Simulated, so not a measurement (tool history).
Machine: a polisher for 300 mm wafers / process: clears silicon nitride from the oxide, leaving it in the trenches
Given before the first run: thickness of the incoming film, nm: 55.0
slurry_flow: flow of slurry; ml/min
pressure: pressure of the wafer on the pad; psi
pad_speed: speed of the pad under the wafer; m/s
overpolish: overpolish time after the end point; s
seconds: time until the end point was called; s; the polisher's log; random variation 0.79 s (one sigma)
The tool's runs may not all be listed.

run 1 hour=0.0 | slurry_flow=170 pressure=1.9 pad_speed=1.26 overpolish=3 | seconds=84.043
run 2 hour=7.9 | slurry_flow=170 pressure=1.6 pad_speed=1.26 overpolish=3 | seconds=100.610
run 3 hour=8.9 | slurry_flow=170 pressure=1.9 pad_speed=1.28 overpolish=3 | seconds=86.170
run 4 hour=16.4 | slurry_flow=170 pressure=2.2 pad_speed=1.30 overpolish=3 | seconds=70.531
run 5 hour=17.1 | slurry_flow=170 pressure=2.4 pad_speed=1.30 overpolish=3 | seconds=66.460
run 6 hour=25.3 | slurry_flow=170 pressure=2.5 pad_speed=1.30 overpolish=3 | seconds=63.051

Run 7 comes next. What will it give?
run 7 hour=33.2 | slurry_flow=170 pressure=2.6 pad_speed=1.30 overpolish=3 | seconds=?

seconds: 60.344 s
